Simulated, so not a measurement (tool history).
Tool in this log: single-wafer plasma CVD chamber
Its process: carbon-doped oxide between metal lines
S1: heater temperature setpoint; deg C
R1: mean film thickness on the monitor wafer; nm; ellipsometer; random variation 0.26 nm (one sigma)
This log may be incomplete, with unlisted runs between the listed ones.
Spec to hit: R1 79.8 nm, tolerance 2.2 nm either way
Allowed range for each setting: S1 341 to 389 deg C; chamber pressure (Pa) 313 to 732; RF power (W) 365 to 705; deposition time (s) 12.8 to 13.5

run 1 hour=0 | S1=365 chamber_pressure_(Pa)=523 RF_power_(W)=535 deposition_time_(s)=13.5 | R1=67.505
run 2 hour=8.2 | S1=365 chamber_pressure_(Pa)=605 RF_power_(W)=535 deposition_time_(s)=13.5 | R1=67.982
run 3 hour=16.6 | S1=365 chamber_pressure_(Pa)=548 RF_power_(W)=535 deposition_time_(s)=13.5 | R1=67.463
run 4 hour=20.2 | S1=361 chamber_pressure_(Pa)=548 RF_power_(W)=535 deposition_time_(s)=13.5 | R1=67.851
run 5 hour=22.2 | S1=350 chamber_pressure_(Pa)=548 RF_power_(W)=535 deposition_time_(s)=13.5 | R1=70.172
run 6 hour=22.8 | S1=350 chamber_pressure_(Pa)=471 RF_power_(W)=535 deposition_time_(s)=13.5 | R1=69.385
run 7 hour=23.7 | S1=349 chamber_pressure_(Pa)=475 RF_power_(W)=550 deposition_time_(s)=13.5 | R1=70.873
run 8 hour=28.3 | S1=348 chamber_pressure_(Pa)=477 RF_power_(W)=565 deposition_time_(s)=13.5 | R1=72.144
run 9 hour=34.2 | S1=347 chamber_pressure_(Pa)=480 RF_power_(W)=580 deposition_time_(s)=13.5 | R1=73.696
run 10 hour=36.1 | S1=347 chamber_pressure_(Pa)=483 RF_power_(W)=590 deposition_time_(s)=13.5 | R1=74.358
run 11 hour=37 | S1=347 chamber_pressure_(Pa)=483 RF_power_(W)=590 deposition_time_(s)=13.5 | R1=74.454
run 12 hour=44.9 | S1=347 chamber_pressure_(Pa)=484 RF_power_(W)=600 deposition_time_(s)=13.5 | R1=75.273
run 13 hour=45.8 | S1=347 chamber_pressure_(Pa)=485 RF_power_(W)=610 deposition_time_(s)=13.5 | R1=75.642
run 14 hour=54.2 | S1=347 chamber_pressure_(Pa)=487 RF_power_(W)=615 deposition_time_(s)=13.5 | R1=76.164
run 15 hour=61.8 | S1=347 chamber_pressure_(Pa)=488 RF_power_(W)=620 deposition_time_(s)=13.5 | R1=76.425
run 16 hour=62.3 | S1=347 chamber_pressure_(Pa)=489 RF_power_(W)=625 deposition_time_(s)=13.5 | R1=76.728
run 17 hour=67.9 | S1=347 chamber_pressure_(Pa)=491 RF_power_(W)=630 deposition_time_(s)=13.5 | R1=77.119

Exercise: of the 5 proposed moves below, exactly one satisfies all targets within the stated allowed misses. Which move is it?
run A hour=73.5 | S1=346 chamber_pressure_(Pa)=637 RF_power_(W)=610 deposition_time_(s)=12.8 | R1=?
run B hour=73.5 | S1=352 chamber_pressure_(Pa)=521 RF_power_(W)=610 deposition_time_(s)=13.5 | R1=?
run C hour=73.5 | S1=355 chamber_pressure_(Pa)=692 RF_power_(W)=575 deposition_time_(s)=13.5 | R1=?
run D hour=73.5 | S1=347 chamber_pressure_(Pa)=520 RF_power_(W)=650 deposition_time_(s)=12.8 | R1=?
run E hour=73.5 | S1=349 chamber_pressure_(Pa)=589 RF_power_(W)=660 deposition_time_(s)=13.4 | R1=?

move=A R1=73.883
move=B R1=75.228
move=C R1=73.952
move=D R1=75.185
move=E R1=79.83
A: the biggest miss grows against the last run
B: the biggest miss grows against the last run
C: the biggest miss grows against the last run
D: the biggest miss grows against the last run
E: all results land within tolerance of their targets
Move E is the one to make.

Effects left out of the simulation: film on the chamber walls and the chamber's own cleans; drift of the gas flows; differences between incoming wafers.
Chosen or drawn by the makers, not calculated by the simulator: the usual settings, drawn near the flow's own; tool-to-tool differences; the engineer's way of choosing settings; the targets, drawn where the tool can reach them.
